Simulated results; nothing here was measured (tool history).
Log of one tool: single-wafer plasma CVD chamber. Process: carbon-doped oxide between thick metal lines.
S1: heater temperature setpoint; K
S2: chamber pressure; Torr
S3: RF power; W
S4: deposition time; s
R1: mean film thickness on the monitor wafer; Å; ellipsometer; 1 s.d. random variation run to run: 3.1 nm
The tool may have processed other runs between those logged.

Run 1, hour 0.0: S1 598.15 K, S2 4.79 Torr, S3 500 W, S4 170 s. Result: R1 8411.7 Å.
Run 2, hour 8.7: S1 595.15 K, S2 5.03 Torr, S3 510 W, S4 170 s. Result: R1 8719.2 Å.
Run 3, hour 12.5: S1 592.15 K, S2 5.19 Torr, S3 515 W, S4 170 s. Result: R1 8963.6 Å.
Run 4, hour 13.5: S1 592.15 K, S2 5.19 Torr, S3 450 W, S4 170 s. Result: R1 7865.3 Å.
At hour 21.1: thermocouple changed; heater temperature recalibrated.
Run 5, hour 21.1: S1 598.15 K, S2 5.19 Torr, S3 450 W, S4 170 s. Result: R1 7817.7 Å.
Run 6, hour 27.5: S1 598.15 K, S2 5.19 Torr, S3 385 W, S4 170 s. Result: R1 6532.4 Å.
Run 7, hour 28.4: S1 595.15 K, S2 5.54 Torr, S3 415 W, S4 170 s. Result: R1 7276.8 Å.

What will run 8 give?
Run 8, hour 34.4: S1 593.15 K, S2 5.81 Torr, S3 435 W, S4 170 s. Result: R1 ?.

Run 8 yielded R1 7840.9 Å.
